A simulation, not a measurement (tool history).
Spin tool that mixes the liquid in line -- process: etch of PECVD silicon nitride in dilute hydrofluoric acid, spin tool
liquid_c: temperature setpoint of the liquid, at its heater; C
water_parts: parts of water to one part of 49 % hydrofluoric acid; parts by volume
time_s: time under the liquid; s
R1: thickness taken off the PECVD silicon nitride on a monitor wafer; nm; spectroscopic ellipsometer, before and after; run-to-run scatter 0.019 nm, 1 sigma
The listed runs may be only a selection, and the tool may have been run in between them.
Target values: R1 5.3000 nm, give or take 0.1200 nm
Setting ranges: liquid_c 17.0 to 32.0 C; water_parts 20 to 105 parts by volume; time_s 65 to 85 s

{"run": 1, "hour": 0.0, "liquid_c": 24.0, "water_parts": 55, "time_s": 85, "R1": 3.8465}
{"run": 2, "hour": 5.3, "liquid_c": 24.0, "water_parts": 55, "time_s": 65, "R1": 2.9542}
{"run": 3, "hour": 7.0, "liquid_c": 22.0, "water_parts": 55, "time_s": 65, "R1": 2.6106}
{"run": 4, "hour": 14.6, "liquid_c": 22.0, "water_parts": 55, "time_s": 65, "R1": 2.5915}
{"run": 5, "hour": 19.8, "liquid_c": 22.0, "water_parts": 45, "time_s": 65, "R1": 3.1459}
{"run": 6, "hour": 21.4, "liquid_c": 22.0, "water_parts": 45, "time_s": 65, "R1": 3.1648}
{"run": 7, "hour": 27.8, "liquid_c": 23.5, "water_parts": 45, "time_s": 65, "R1": 3.5015}
{"run": 8, "hour": 35.8, "liquid_c": 27.5, "water_parts": 45, "time_s": 65, "R1": 4.5578}
{"run": 9, "hour": 44.5, "liquid_c": 28.0, "water_parts": 45, "time_s": 65, "R1": 4.7148}

Exercise: of the 4 proposed moves below, exactly one satisfies all targets within the stated allowed misses. Which move is it?
{"run": "A", "hour": 53.2, "liquid_c": 27.5, "water_parts": 45, "time_s": 75, "R1": "?"}
{"run": "B", "hour": 53.2, "liquid_c": 27.5, "water_parts": 50, "time_s": 80, "R1": "?"}
{"run": "C", "hour": 53.2, "liquid_c": 30.0, "water_parts": 50, "time_s": 65, "R1": "?"}
{"run": "D", "hour": 53.2, "liquid_c": 27.5, "water_parts": 45, "time_s": 80, "R1": "?"}

move=A R1=5.2288
move=B R1=5.0284
move=C R1=4.8076
move=D R1=5.5774
A: meets every target
B: closer than the last run, but not yet in spec
C: closer than the last run, but not yet in spec
D: pushes the last run's worst result past its target
Move A is the one to make.
